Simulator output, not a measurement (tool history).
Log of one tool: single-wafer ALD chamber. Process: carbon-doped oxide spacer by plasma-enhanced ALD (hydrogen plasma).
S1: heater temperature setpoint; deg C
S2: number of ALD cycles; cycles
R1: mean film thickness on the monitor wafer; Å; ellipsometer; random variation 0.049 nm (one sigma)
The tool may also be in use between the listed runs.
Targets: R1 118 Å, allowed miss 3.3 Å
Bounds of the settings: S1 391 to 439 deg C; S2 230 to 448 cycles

run 1 hour=0 | S1=415 S2=339 | R1=152.98
run 2 hour=7.5 | S1=417 S2=321 | R1=144.3
run 3 hour=13.5 | S1=411 S2=321 | R1=146.36
run 4 hour=21.7 | S1=412 S2=306 | R1=138.76
run 5 hour=26.5 | S1=407 S2=306 | R1=141.14
run 6 hour=28.3 | S1=407 S2=327 | R1=150.67
run 7 hour=36.4 | S1=408 S2=311 | R1=144.17
run 8 hour=44.9 | S1=408 S2=311 | R1=143.37
run 9 hour=51.5 | S1=410 S2=298 | R1=137.66
run 10 hour=55.1 | S1=411 S2=287 | R1=130.46

Which of these 5 next moves meets every target?
run A hour=58.7 | S1=420 S2=264 | R1=?
run B hour=58.7 | S1=407 S2=311 | R1=?
run C hour=58.7 | S1=412 S2=324 | R1=?
run D hour=58.7 | S1=420 S2=242 | R1=?
run E hour=58.7 | S1=410 S2=328 | R1=?

move=A R1=117.84
move=B R1=143.88
move=C R1=147.87
move=D R1=108.02
move=E R1=150.52
A: meets every target
B: further off than the last run
C: further off than the last run
D: takes the result that was furthest off past its target
E: further off than the last run
Move A is the one to make.
